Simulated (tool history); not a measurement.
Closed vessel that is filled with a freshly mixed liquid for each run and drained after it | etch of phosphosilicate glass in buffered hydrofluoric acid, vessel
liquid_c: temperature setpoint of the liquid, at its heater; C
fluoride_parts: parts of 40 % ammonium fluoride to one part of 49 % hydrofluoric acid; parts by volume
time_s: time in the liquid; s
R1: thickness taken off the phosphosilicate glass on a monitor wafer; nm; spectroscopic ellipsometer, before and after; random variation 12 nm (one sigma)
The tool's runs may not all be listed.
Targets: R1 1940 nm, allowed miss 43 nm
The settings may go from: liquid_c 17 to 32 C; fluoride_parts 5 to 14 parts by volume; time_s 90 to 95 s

Run 1, hour 0: liquid_c 24 C, fluoride_parts 8.5 parts by volume, time_s 90 s. Result: R1 921.25 nm.
Run 2, hour 1.1: liquid_c 26.5 C, fluoride_parts 7.5 parts by volume, time_s 90 s. Result: R1 1224.3 nm.
Run 3, hour 6.1: liquid_c 26.5 C, fluoride_parts 7.5 parts by volume, time_s 95 s. Result: R1 1272.6 nm.
Run 4, hour 15.3: liquid_c 26.5 C, fluoride_parts 9.5 parts by volume, time_s 95 s. Result: R1 1007.5 nm.
Run 5, hour 17.8: liquid_c 28 C, fluoride_parts 8.5 parts by volume, time_s 95 s. Result: R1 1209.8 nm.
Run 6, hour 21.7: liquid_c 29 C, fluoride_parts 8 parts by volume, time_s 95 s. Result: R1 1379 nm.
At hour 31: thermometer replaced.
Run 7, hour 31: liquid_c 30 C, fluoride_parts 7.5 parts by volume, time_s 95 s. Result: R1 1675.3 nm.
Run 8, hour 36.8: liquid_c 30.5 C, fluoride_parts 7.5 parts by volume, time_s 95 s. Result: R1 1707.3 nm.
Run 9, hour 40.4: liquid_c 31 C, fluoride_parts 7.5 parts by volume, time_s 95 s. Result: R1 1734.8 nm.
Run 10, hour 44.1: liquid_c 31.5 C, fluoride_parts 7.5 parts by volume, time_s 95 s. Result: R1 1799 nm.
Run 11, hour 49.1: liquid_c 32 C, fluoride_parts 7.5 parts by volume, time_s 95 s. Result: R1 1858.1 nm.
Run 12, hour 55.2: liquid_c 32 C, fluoride_parts 7 parts by volume, time_s 95 s. Result: R1 1998.1 nm.

4 next moves are on the table. One of them brings every result within its allowed miss. Which?
Run A, hour 61.3: liquid_c 32 C, fluoride_parts 7.5 parts by volume, time_s 95 s. Result: R1 ?.
Run B, hour 61.3: liquid_c 31.5 C, fluoride_parts 7 parts by volume, time_s 90 s. Result: R1 ?.
Run C, hour 61.3: liquid_c 30.5 C, fluoride_parts 6.5 parts by volume, time_s 90 s. Result: R1 ?.
Run D, hour 61.3: liquid_c 31.5 C, fluoride_parts 7 parts by volume, time_s 95 s. Result: R1 ?.

move      R1
   A    1865
   B  1854.5
   C  1877.3
   D  1957.5
A: takes the result that was furthest off past its target
B: takes the result that was furthest off past its target
C: takes the result that was furthest off past its target
D: meets every target
The right move is D.
